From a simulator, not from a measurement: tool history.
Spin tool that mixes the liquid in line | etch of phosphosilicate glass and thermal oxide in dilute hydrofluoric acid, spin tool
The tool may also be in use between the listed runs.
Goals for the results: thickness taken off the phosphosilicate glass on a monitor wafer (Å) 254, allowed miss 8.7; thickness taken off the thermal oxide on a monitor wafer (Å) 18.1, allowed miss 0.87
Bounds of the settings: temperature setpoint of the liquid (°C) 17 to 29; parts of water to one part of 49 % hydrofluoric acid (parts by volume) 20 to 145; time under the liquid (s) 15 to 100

run	hour	temperature setpoint of the liquid (°C)	parts of water to one part of 49 % hydrofluoric acid (parts by volume)	time under the liquid (s)	thickness taken off the phosphosilicate glass on a monitor wafer (Å)	thickness taken off the thermal oxide on a monitor wafer (Å)
1	0	21	80	50	352.04	25.394
2	8	21	80	30	212.08	15.213
3	15.1	22	80	30	217.76	15.797
4	23.7	24	80	30	237.81	17.295
5	27.5	24	90	30	210.47	15.132
6	32.6	24	90	20	140.07	9.9469
7	40	25	85	20	156.36	11.061
8	44.2	25.5	75	20	179.29	12.923
9	49.7	26	70	20	197.98	14.321
10	56.3	26.5	65	20	220.76	15.668
11	63.6	29	60	20	264.58	19.289

Of the 4 settings listed for the next run, only one would bring every result within its allowed miss of target. Which one?
A	70.9	23.5	35	15	?	?
B	70.9	28.5	75	25	?	?
C	70.9	29	145	55	?	?
D	70.9	29	95	35	?	?

move	thickness taken off the phosphosilicate glass on a monitor wafer (Å)	thickness taken off the thermal oxide on a monitor wafer (Å)
A	287.93	20.378
B	260.53	18.439
C	275.86	19.524
D	285.78	20.226
A: lands further from the targets than the last run did
B: all results in spec
C: lands further from the targets than the last run did
D: lands further from the targets than the last run did
Answer: B
